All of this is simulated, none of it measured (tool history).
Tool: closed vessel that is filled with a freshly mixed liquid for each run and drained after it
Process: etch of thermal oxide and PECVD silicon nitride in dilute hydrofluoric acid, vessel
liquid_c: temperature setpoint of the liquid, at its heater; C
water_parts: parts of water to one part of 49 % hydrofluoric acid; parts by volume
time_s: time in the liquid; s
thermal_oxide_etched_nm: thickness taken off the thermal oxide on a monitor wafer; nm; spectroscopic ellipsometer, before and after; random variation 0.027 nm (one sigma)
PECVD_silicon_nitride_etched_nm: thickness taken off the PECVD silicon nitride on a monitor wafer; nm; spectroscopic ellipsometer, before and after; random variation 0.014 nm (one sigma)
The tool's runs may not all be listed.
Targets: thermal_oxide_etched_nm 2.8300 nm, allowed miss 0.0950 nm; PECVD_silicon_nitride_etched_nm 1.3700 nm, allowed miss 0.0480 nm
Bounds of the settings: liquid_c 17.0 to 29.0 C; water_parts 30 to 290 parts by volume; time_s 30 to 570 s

run  hour  liquid_c  water_parts  time_s  thermal_oxide_etched_nm  PECVD_silicon_nitride_etched_nm
  1   0.0      21.0          160     290                   7.3773                           3.6403
  2   7.6      20.0          185     285                   5.8951                           2.9419
  3  10.9      20.0          215     285                   4.9652                           2.5513
  4  11.9      21.0          215     285                   5.1522                           2.7460
  5  17.6      20.0          225     275                   4.5524                           2.3000
  6  23.8      20.0          225     200                   3.2896                           1.7176
  7  32.5      19.5          225     200                   3.2057                           1.6430
  8  34.6      19.0          225     200                   3.1524                           1.5828
  9  41.1      18.5          225     200                   3.0874                           1.5428
 10  44.2      18.0          225     200                   3.0251                           1.5023
 11  45.2      17.5          225     200                   3.0049                           1.4351

5 next moves are on the table. One of them brings every result within its allowed miss. Which?
  A  46.2      18.5          200     160                        ?                                ?
  B  46.2      17.0          165     155                        ?                                ?
  C  46.2      17.0          175     155                        ?                                ?
  D  46.2      18.5          255     225                        ?                                ?
  E  46.2      20.5          185     150                        ?                                ?

move  thermal_oxide_etched_nm  PECVD_silicon_nitride_etched_nm
   A                   2.8469                           1.3684
   B                   3.2549                           1.4421
   C                   3.0400                           1.3628
   D                   2.9846                           1.5230
   E                   3.1655                           1.5792
A: meets every target
B: further off than the last run
C: further off than the last run
D: further off than the last run
E: further off than the last run
Move A is the one to make.

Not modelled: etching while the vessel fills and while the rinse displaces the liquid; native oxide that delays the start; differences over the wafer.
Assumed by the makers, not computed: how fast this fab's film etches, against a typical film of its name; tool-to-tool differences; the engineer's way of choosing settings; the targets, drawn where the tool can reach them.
